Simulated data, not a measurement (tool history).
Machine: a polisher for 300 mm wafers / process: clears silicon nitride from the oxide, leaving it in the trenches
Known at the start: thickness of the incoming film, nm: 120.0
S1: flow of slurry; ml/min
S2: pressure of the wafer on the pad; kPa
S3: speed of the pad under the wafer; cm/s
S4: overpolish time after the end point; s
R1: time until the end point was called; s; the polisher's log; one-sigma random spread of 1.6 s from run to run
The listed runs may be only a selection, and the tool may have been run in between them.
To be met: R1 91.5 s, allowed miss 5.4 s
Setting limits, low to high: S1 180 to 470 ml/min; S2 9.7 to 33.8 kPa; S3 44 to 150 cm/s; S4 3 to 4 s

run,day,S1,S2,S3,S4,R1
1,0,300,21.4,96,4,133.53
2,0.121,300,19.3,96,4,151.49
3,0.254,300,19.3,96,4,147.15
4,0.296,300,19.3,72,4,195.57
# day 0.625: worn pad replaced by a new one
5,0.625,300,21.4,74,4,161.4
6,0.671,300,17.2,74,4,201.56
7,0.975,300,19.3,76,4,167.64
8,1.05,300,20.7,78,4,152.78
9,1.333,300,21.4,78,4,149.14
10,1.508,300,21.4,78,4,149.81
11,1.667,300,22.8,78,4,140.9
12,1.696,300,23.4,78,4,135.85
13,1.779,300,24.1,78,4,135.84
14,2.117,300,30.3,84,4,102.64
15,2.196,300,31,84,4,97.01

Exactly one of the 5 candidate moves below puts every result within its allowed miss. Which one?
A,2.275,350,31.7,100,4,?
B,2.275,300,33.8,98,4,?
C,2.275,350,33.8,98,4,?
D,2.275,205,33.8,98,3,?
E,2.275,335,32.4,86,4,?

move,R1
A,79.387
B,77.004
C,76.098
D,79.82
E,90.253
A: moves the result that the last run missed by most past its target, out the other side
B: moves the result that the last run missed by most past its target, out the other side
C: moves the result that the last run missed by most past its target, out the other side
D: moves the result that the last run missed by most past its target, out the other side
E: all results in spec
Go with E: it meets all targets.
